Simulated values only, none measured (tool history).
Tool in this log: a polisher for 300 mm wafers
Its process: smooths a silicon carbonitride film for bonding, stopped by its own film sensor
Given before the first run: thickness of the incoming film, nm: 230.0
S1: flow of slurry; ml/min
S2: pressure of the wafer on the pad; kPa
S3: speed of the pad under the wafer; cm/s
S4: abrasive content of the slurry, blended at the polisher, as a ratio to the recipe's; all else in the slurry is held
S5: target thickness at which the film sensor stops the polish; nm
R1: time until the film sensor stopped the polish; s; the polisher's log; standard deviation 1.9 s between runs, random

run  hour   S1    S2  S3  S4   S5      R1
  1     0  235  18.6  72   1  214  55.767
  2   2.2  235  16.5  70   1  214  63.576
  3  10.4  235  15.2  68   1  214  73.844
  4  14.7  235  14.5  68   1  214  77.557
  5    16  235  13.8  68   1  214  80.977
  6  21.3  235  13.1  68   1  214  85.112
  7  22.8  235  13.1  68   1  214  82.847
  8  30.4  235  13.1  68   1  214  84.541

For run 9, what comes out?
  9  34.4  235  12.4  68   1  214   ?

{"run 9": {"R1": 87.41}}

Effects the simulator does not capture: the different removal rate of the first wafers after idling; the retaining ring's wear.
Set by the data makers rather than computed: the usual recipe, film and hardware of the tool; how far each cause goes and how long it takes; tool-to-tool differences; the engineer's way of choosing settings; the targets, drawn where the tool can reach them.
